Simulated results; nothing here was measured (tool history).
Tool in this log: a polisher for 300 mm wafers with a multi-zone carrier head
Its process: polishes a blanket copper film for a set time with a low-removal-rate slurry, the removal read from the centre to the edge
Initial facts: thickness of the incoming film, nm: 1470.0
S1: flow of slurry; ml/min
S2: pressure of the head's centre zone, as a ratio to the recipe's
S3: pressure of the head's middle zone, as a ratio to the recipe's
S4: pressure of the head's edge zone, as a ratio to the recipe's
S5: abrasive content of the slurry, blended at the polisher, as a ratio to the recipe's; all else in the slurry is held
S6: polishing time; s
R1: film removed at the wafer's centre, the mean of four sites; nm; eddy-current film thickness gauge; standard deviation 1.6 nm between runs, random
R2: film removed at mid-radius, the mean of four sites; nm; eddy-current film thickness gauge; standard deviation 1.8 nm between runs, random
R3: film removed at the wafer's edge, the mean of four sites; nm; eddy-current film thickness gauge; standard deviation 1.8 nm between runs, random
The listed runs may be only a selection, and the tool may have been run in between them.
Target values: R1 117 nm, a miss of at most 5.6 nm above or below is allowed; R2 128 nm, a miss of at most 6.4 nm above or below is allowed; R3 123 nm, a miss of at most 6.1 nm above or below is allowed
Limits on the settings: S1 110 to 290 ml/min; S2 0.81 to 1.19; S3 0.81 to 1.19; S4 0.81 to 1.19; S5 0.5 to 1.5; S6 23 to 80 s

| run | hour | S1 | S2 | S3 | S4 | S5 | S6 | R1 | R2 | R3 |
|---|---|---|---|---|---|---|---|---|---|---|
| 1 | 0 | 185 | 1 | 1 | 1 | 1 | 51 | 86.795 | 85.851 | 85.699 |
| 2 | 3 | 185 | 1 | 1 | 1 | 0.85 | 51 | 85.518 | 85.79 | 82.283 |
| 3 | 5 | 185 | 0.96 | 1 | 1 | 0.85 | 51 | 79.684 | 85.232 | 83.712 |
| 4 | 9.2 | 190 | 0.97 | 1.04 | 1.02 | 1 | 55 | 91.332 | 95.361 | 94.094 |
| 5 | 16.1 | 190 | 0.97 | 1.04 | 1.02 | 0.8 | 55 | 88.316 | 92.443 | 90.936 |
| 6 | 22.3 | 195 | 0.96 | 1.07 | 1.01 | 0.95 | 59 | 95.253 | 111.02 | 99.429 |
| 7 | 27.5 | 200 | 0.97 | 1.08 | 1.04 | 1.05 | 60 | 100.48 | 112.93 | 104.65 |
| 8 | 32.9 | 205 | 0.98 | 1.09 | 1.06 | 1.15 | 61 | 107.66 | 118.2 | 112.21 |
| 9 | 36 | 215 | 0.98 | 1.1 | 1.08 | 1.2 | 61 | 109.69 | 119.91 | 112.57 |

Exercise: of the 4 proposed moves below, exactly one satisfies all targets within the stated allowed misses. Which move is it?
| A | 39.1 | 190 | 0.91 | 1.1 | 1.08 | 1.4 | 63 | ? | ? | ? |
| B | 39.1 | 130 | 0.81 | 0.98 | 1.18 | 1.1 | 75 | ? | ? | ? |
| C | 39.1 | 230 | 0.97 | 1.05 | 1.06 | 1 | 69 | ? | ? | ? |
| D | 39.1 | 215 | 1.11 | 1.11 | 0.94 | 1.15 | 57 | ? | ? | ? |

| move | R1 | R2 | R3 |
|---|---|---|---|
| A | 105.51 | 129.17 | 120.2 |
| B | 96.733 | 122.16 | 134.33 |
| C | 118.1 | 129.86 | 123.79 |
| D | 114.06 | 114.82 | 98.704 |
A: brings the last run's worst result on target, with another outside its allowed miss
B: moves the result that the last run missed by most past its target, out the other side
C: all results in spec
D: further off than the last run
C meets every target.

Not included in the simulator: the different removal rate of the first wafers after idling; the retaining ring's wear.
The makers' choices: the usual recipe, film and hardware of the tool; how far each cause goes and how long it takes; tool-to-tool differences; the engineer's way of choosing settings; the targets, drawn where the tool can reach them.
